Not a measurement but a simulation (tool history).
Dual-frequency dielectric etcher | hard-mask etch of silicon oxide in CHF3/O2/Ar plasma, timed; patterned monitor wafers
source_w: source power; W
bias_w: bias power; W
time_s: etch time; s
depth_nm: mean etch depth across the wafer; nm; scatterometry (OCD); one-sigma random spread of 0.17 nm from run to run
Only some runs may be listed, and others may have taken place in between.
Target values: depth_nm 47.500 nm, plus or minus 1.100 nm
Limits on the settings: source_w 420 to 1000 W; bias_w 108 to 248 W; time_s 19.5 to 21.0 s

| run | hour | source_w | bias_w | time_s | depth_nm |
|---|---|---|---|---|---|
| 1 | 0.0 | 710 | 178 | 21.0 | 41.228 |
| 2 | 5.1 | 780 | 183 | 21.0 | 43.953 |
| 3 | 9.5 | 810 | 184 | 21.0 | 44.996 |
| 4 | 12.4 | 830 | 185 | 21.0 | 45.394 |
| 5 | 18.3 | 850 | 186 | 21.0 | 46.093 |
| 6 | 21.5 | 850 | 174 | 21.0 | 45.368 |
| 7 | 27.0 | 870 | 175 | 21.0 | 46.132 |
| 8 | 27.6 | 880 | 176 | 21.0 | 46.252 |

Next run, 5 choices. One meets every target within its allowed miss, the rest don't. Which?
| A | 28.2 | 800 | 193 | 20.5 | ? |
| B | 28.2 | 900 | 179 | 20.0 | ? |
| C | 28.2 | 890 | 172 | 20.5 | ? |
| D | 28.2 | 900 | 180 | 21.0 | ? |
| E | 28.2 | 830 | 187 | 21.0 | ? |

| move | depth_nm |
|---|---|
| A | 43.887 |
| B | 44.640 |
| C | 44.938 |
| D | 46.951 |
| E | 45.444 |
A: further off than the last run
B: further off than the last run
C: further off than the last run
D: in spec on every target
E: further off than the last run
Answer: D

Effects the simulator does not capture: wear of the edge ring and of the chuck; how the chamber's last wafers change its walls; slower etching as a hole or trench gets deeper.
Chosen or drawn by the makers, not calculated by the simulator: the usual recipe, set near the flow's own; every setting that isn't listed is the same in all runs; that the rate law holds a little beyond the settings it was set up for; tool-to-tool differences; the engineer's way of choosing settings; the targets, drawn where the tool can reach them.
